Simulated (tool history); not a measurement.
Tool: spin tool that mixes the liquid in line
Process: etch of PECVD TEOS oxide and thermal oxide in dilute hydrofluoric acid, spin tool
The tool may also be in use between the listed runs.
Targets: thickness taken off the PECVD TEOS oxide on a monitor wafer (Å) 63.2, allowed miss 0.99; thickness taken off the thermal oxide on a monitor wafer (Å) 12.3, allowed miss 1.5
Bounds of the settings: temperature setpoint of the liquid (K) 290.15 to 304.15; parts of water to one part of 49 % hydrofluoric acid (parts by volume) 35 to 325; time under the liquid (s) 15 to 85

| run | hour | temperature setpoint of the liquid (K) | parts of water to one part of 49 % hydrofluoric acid (parts by volume) | time under the liquid (s) | thickness taken off the PECVD TEOS oxide on a monitor wafer (Å) | thickness taken off the thermal oxide on a monitor wafer (Å) |
|---|---|---|---|---|---|---|
| 1 | 0 | 296.15 | 180 | 45 | 49.004 | 9.213 |
| 2 | 8.4 | 296.15 | 180 | 30 | 32.355 | 5.9897 |
| 3 | 11.5 | 296.15 | 180 | 20 | 21.689 | 3.887 |
| 4 | 18 | 298.15 | 180 | 20 | 23.105 | 4.6795 |
| 5 | 25.5 | 294.65 | 180 | 20 | 20.496 | 3.8012 |
| 6 | 31.6 | 295.65 | 165 | 20 | 23.549 | 4.5906 |
| 7 | 40.6 | 296.15 | 150 | 20 | 26.65 | 5.1337 |
| 8 | 46.8 | 297.15 | 140 | 20 | 30.225 | 5.9094 |
| 9 | 55.5 | 301.15 | 70 | 20 | 76.794 | 16.263 |
| 10 | 59.9 | 300.65 | 70 | 20 | 75.422 | 14.63 |
| 11 | 61.6 | 300.15 | 70 | 20 | 74.559 | 14.042 |
| 12 | 64.5 | 296.15 | 75 | 20 | 59.044 | 11.669 |
| 13 | 65.4 | 297.15 | 75 | 20 | 61.21 | 12.072 |

Which of these 4 next moves meets every target?
| A | 66.3 | 300.15 | 145 | 40 | ? | ? |
| B | 66.3 | 299.65 | 155 | 45 | ? | ? |
| C | 66.3 | 294.15 | 105 | 35 | ? | ? |
| D | 66.3 | 298.15 | 75 | 20 | ? | ? |

| move | thickness taken off the PECVD TEOS oxide on a monitor wafer (Å) | thickness taken off the thermal oxide on a monitor wafer (Å) |
|---|---|---|
| A | 65.02 | 12.26 |
| B | 66.355 | 12.512 |
| C | 65.225 | 12.299 |
| D | 63.585 | 11.99 |
A: takes the result that was furthest off past its target
B: takes the result that was furthest off past its target
C: takes the result that was furthest off past its target
D: meets every target
Answer: D
